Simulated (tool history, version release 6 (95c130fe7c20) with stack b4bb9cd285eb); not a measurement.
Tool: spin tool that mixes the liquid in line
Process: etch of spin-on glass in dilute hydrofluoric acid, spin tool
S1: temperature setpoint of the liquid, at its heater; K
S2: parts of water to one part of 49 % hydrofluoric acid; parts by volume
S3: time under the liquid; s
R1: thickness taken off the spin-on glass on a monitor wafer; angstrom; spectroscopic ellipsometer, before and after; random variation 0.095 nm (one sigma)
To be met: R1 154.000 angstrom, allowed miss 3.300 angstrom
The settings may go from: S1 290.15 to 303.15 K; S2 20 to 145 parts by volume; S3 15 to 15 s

{"run": 1, "hour": 0.0, "S1": 295.15, "S2": 80, "S3": 15, "R1": 79.508}
{"run": 2, "hour": 1.4, "S1": 297.15, "S2": 75, "S3": 15, "R1": 90.946}
{"run": 3, "hour": 4.5, "S1": 298.65, "S2": 70, "S3": 15, "R1": 104.72}
{"run": 4, "hour": 9.6, "S1": 299.65, "S2": 65, "S3": 15, "R1": 119.25}
{"run": 5, "hour": 14.9, "S1": 300.65, "S2": 65, "S3": 15, "R1": 124.71}
{"run": 6, "hour": 18.6, "S1": 300.65, "S2": 45, "S3": 15, "R1": 185.53}
{"run": 7, "hour": 22.8, "S1": 299.65, "S2": 45, "S3": 15, "R1": 177.65}
{"run": 8, "hour": 27.7, "S1": 295.65, "S2": 45, "S3": 15, "R1": 150.6}

4 next moves are on the table. One of them brings every result within its allowed miss. Which?
{"run": "A", "hour": 32.6, "S1": 294.15, "S2": 45, "S3": 15, "R1": "?"}
{"run": "B", "hour": 32.6, "S1": 293.15, "S2": 40, "S3": 15, "R1": "?"}
{"run": "C", "hour": 32.6, "S1": 297.65, "S2": 50, "S3": 15, "R1": "?"}
{"run": "D", "hour": 32.6, "S1": 294.65, "S2": 45, "S3": 15, "R1": "?"}

move=A R1=141.960
move=B R1=153.990
move=C R1=146.860
move=D R1=144.980
A: further off than the last run
B: meets every target
C: further off than the last run
D: further off than the last run
The right move is B.

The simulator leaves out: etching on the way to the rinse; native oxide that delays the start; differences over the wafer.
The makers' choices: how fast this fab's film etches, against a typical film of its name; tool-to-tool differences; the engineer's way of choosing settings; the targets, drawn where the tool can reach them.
